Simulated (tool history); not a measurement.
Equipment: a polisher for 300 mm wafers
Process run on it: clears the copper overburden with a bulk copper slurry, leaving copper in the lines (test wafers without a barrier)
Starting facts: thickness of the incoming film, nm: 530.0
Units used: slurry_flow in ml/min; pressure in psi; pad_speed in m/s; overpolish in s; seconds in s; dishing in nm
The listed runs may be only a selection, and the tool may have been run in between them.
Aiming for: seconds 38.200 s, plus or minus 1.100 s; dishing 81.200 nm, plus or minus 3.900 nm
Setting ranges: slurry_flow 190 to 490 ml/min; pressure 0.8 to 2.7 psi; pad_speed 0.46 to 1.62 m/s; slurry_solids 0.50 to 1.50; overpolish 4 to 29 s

{"run": 1, "hour": 0.0, "slurry_flow": 315, "pressure": 1.7, "pad_speed": 1.04, "slurry_solids": 1.0, "overpolish": 15, "seconds": 74.501, "dishing": 51.348}
{"run": 2, "hour": 8.6, "slurry_flow": 315, "pressure": 1.8, "pad_speed": 1.06, "slurry_solids": 1.0, "overpolish": 15, "seconds": 69.361, "dishing": 55.215}
{"run": 3, "hour": 12.6, "slurry_flow": 275, "pressure": 1.8, "pad_speed": 1.06, "slurry_solids": 1.0, "overpolish": 15, "seconds": 69.499, "dishing": 52.646}
{"run": 4, "hour": 19.5, "slurry_flow": 275, "pressure": 1.8, "pad_speed": 1.06, "slurry_solids": 1.1, "overpolish": 15, "seconds": 69.433, "dishing": 54.518}
{"run": 5, "hour": 28.2, "slurry_flow": 280, "pressure": 1.9, "pad_speed": 1.08, "slurry_solids": 1.1, "overpolish": 15, "seconds": 63.527, "dishing": 57.666}
{"run": 6, "hour": 35.9, "slurry_flow": 285, "pressure": 2.0, "pad_speed": 1.08, "slurry_solids": 1.1, "overpolish": 15, "seconds": 61.242, "dishing": 59.07}
{"run": 7, "hour": 43.3, "slurry_flow": 285, "pressure": 2.1, "pad_speed": 1.1, "slurry_solids": 1.1, "overpolish": 15, "seconds": 56.556, "dishing": 61.319}
{"run": 8, "hour": 52.1, "slurry_flow": 285, "pressure": 2.2, "pad_speed": 1.12, "slurry_solids": 1.1, "overpolish": 15, "seconds": 52.776, "dishing": 62.27}
{"run": 9, "hour": 57.9, "slurry_flow": 285, "pressure": 2.2, "pad_speed": 1.12, "slurry_solids": 1.1, "overpolish": 15, "seconds": 53.033, "dishing": 62.413}
{"run": 10, "hour": 58.8, "slurry_flow": 285, "pressure": 2.3, "pad_speed": 1.12, "slurry_solids": 1.1, "overpolish": 15, "seconds": 51.213, "dishing": 64.1}
{"run": 11, "hour": 60.0, "slurry_flow": 285, "pressure": 2.4, "pad_speed": 1.14, "slurry_solids": 1.1, "overpolish": 15, "seconds": 48.475, "dishing": 68.336}
{"run": 12, "hour": 66.5, "slurry_flow": 285, "pressure": 2.4, "pad_speed": 1.16, "slurry_solids": 1.1, "overpolish": 15, "seconds": 47.173, "dishing": 67.766}
{"run": 13, "hour": 72.0, "slurry_flow": 285, "pressure": 2.4, "pad_speed": 1.18, "slurry_solids": 1.1, "overpolish": 15, "seconds": 47.021, "dishing": 67.858}
{"run": 14, "hour": 74.4, "slurry_flow": 285, "pressure": 2.4, "pad_speed": 1.2, "slurry_solids": 1.1, "overpolish": 15, "seconds": 45.202, "dishing": 70.254}
{"run": 15, "hour": 75.1, "slurry_flow": 290, "pressure": 2.6, "pad_speed": 1.22, "slurry_solids": 1.1, "overpolish": 16, "seconds": 41.766, "dishing": 73.792}

5 candidate next runs follow, results not yet known. Just one meets every target within its allowed miss. Identify it.
{"run": "A", "hour": 75.8, "slurry_flow": 275, "pressure": 2.5, "pad_speed": 1.36, "slurry_solids": 1.2, "overpolish": 12, "seconds": "?", "dishing": "?"}
{"run": "B", "hour": 75.8, "slurry_flow": 355, "pressure": 2.7, "pad_speed": 1.4, "slurry_solids": 0.8, "overpolish": 18, "seconds": "?", "dishing": "?"}
{"run": "C", "hour": 75.8, "slurry_flow": 265, "pressure": 2.5, "pad_speed": 1.14, "slurry_solids": 1.1, "overpolish": 14, "seconds": "?", "dishing": "?"}
{"run": "D", "hour": 75.8, "slurry_flow": 270, "pressure": 2.2, "pad_speed": 1.32, "slurry_solids": 1.25, "overpolish": 22, "seconds": "?", "dishing": "?"}
{"run": "E", "hour": 75.8, "slurry_flow": 355, "pressure": 2.7, "pad_speed": 1.3, "slurry_solids": 0.95, "overpolish": 19, "seconds": "?", "dishing": "?"}

move=A seconds=37.969 dishing=69.478
move=B seconds=36.143 dishing=81.801
move=C seconds=46.085 dishing=68.325
move=D seconds=44.023 dishing=78.138
move=E seconds=37.605 dishing=82.080
A: meets the target for the result that was furthest off, but another lies outside its allowed miss
B: the result that was furthest off in the last run now lies on the other side of its target
C: further off than the last run
D: further off than the last run
E: in spec on every target
The right move is E.
